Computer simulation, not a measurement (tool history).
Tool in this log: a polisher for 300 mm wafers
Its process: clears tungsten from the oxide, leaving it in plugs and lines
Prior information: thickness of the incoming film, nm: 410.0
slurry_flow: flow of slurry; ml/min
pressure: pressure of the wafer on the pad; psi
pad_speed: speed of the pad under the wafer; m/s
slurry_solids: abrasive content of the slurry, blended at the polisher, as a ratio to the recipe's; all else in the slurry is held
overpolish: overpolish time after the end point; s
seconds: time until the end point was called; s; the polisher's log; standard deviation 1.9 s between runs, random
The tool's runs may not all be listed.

run,hour,slurry_flow,pressure,pad_speed,slurry_solids,overpolish,seconds
1,0,270,2.3,1.34,1,33,127.15
2,3.6,270,1.9,1.32,1,33,155.4
3,12.1,270,1.5,1.32,1,33,190.88
4,14.2,270,1.4,1.32,1,33,202.3
5,16.9,270,1.3,1.32,1,33,213.6
6,23.4,270,1,1.32,1,33,263.62
7,28.2,275,1.1,1.32,1,33,246.52

Run 8 comes next. What will it give?
8,37.2,275,1.2,1.32,1,33,?

Logged for run 8: seconds 229.65 s.

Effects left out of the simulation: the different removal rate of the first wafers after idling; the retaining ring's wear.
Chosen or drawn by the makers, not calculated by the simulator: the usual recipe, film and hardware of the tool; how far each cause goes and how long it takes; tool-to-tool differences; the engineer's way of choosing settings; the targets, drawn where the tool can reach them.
